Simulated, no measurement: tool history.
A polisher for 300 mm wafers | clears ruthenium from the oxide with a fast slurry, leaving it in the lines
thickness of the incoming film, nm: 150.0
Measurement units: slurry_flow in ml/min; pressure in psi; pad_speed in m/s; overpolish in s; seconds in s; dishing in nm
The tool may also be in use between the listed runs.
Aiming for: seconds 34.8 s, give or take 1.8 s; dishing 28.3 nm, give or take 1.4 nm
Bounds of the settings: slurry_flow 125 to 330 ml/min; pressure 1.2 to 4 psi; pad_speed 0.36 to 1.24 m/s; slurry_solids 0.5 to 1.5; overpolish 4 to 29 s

Run 1, hour 0: slurry_flow 210 ml/min, pressure 2.6 psi, pad_speed 0.8 m/s, slurry_solids 1, overpolish 15 s. Result: seconds 48.703 s, dishing 24.246 nm.
Run 2, hour 8: slurry_flow 210 ml/min, pressure 2.8 psi, pad_speed 0.8 m/s, slurry_solids 1, overpolish 15 s. Result: seconds 46.106 s, dishing 25.588 nm.
Run 3, hour 9.3: slurry_flow 210 ml/min, pressure 2.2 psi, pad_speed 0.8 m/s, slurry_solids 1, overpolish 15 s. Result: seconds 56.455 s, dishing 22.794 nm.
Run 4, hour 16.8: slurry_flow 210 ml/min, pressure 2.5 psi, pad_speed 0.8 m/s, slurry_solids 1, overpolish 15 s. Result: seconds 49.93 s, dishing 24.135 nm.
Run 5, hour 17.7: slurry_flow 210 ml/min, pressure 2.7 psi, pad_speed 0.8 m/s, slurry_solids 1, overpolish 15 s. Result: seconds 46.471 s, dishing 24.732 nm.
At hour 21.6: head pressure recalibrated.
Run 6, hour 21.6: slurry_flow 210 ml/min, pressure 2.9 psi, pad_speed 0.8 m/s, slurry_solids 1, overpolish 15 s. Result: seconds 48.325 s, dishing 24.039 nm.
Run 7, hour 25.1: slurry_flow 210 ml/min, pressure 3.1 psi, pad_speed 0.84 m/s, slurry_solids 1, overpolish 15 s. Result: seconds 42.703 s, dishing 26.69 nm.
Run 8, hour 30.6: slurry_flow 210 ml/min, pressure 3.3 psi, pad_speed 0.84 m/s, slurry_solids 1, overpolish 15 s. Result: seconds 40.313 s, dishing 27.551 nm.
Run 9, hour 35.4: slurry_flow 210 ml/min, pressure 3.4 psi, pad_speed 0.84 m/s, slurry_solids 1, overpolish 15 s. Result: seconds 39.418 s, dishing 27.361 nm.
Run 10, hour 38.9: slurry_flow 210 ml/min, pressure 3.4 psi, pad_speed 0.84 m/s, slurry_solids 1, overpolish 15 s. Result: seconds 39.099 s, dishing 27.918 nm.
Run 11, hour 45.2: slurry_flow 210 ml/min, pressure 3.5 psi, pad_speed 0.84 m/s, slurry_solids 1, overpolish 15 s. Result: seconds 37.771 s, dishing 28.286 nm.
Run 12, hour 48.4: slurry_flow 210 ml/min, pressure 3.5 psi, pad_speed 0.84 m/s, slurry_solids 1, overpolish 15 s. Result: seconds 37.058 s, dishing 28.131 nm.

Exercise: of the 5 proposed moves below, exactly one satisfies all targets within the stated allowed misses. Which move is it?
Run A, hour 51.6: slurry_flow 295 ml/min, pressure 3.7 psi, pad_speed 0.84 m/s, slurry_solids 0.85, overpolish 14 s. Result: seconds ?, dishing ?.
Run B, hour 51.6: slurry_flow 190 ml/min, pressure 3.5 psi, pad_speed 0.88 m/s, slurry_solids 0.95, overpolish 15 s. Result: seconds ?, dishing ?.
Run C, hour 51.6: slurry_flow 220 ml/min, pressure 4 psi, pad_speed 0.84 m/s, slurry_solids 0.95, overpolish 14 s. Result: seconds ?, dishing ?.
Run D, hour 51.6: slurry_flow 200 ml/min, pressure 3.7 psi, pad_speed 0.74 m/s, slurry_solids 1.1, overpolish 16 s. Result: seconds ?, dishing ?.
Run E, hour 51.6: slurry_flow 210 ml/min, pressure 3.9 psi, pad_speed 0.74 m/s, slurry_solids 0.9, overpolish 15 s. Result: seconds ?, dishing ?.

move  seconds  dishing
   A   39.959   27.059
   B   38.828   28.481
   C   35.206   28.897
   D   39.371   29.207
   E   42.551   27.149
A: its largest miss is bigger than the last run's
B: its largest miss is bigger than the last run's
C: in spec on every target
D: its largest miss is bigger than the last run's
E: its largest miss is bigger than the last run's
Answer: C
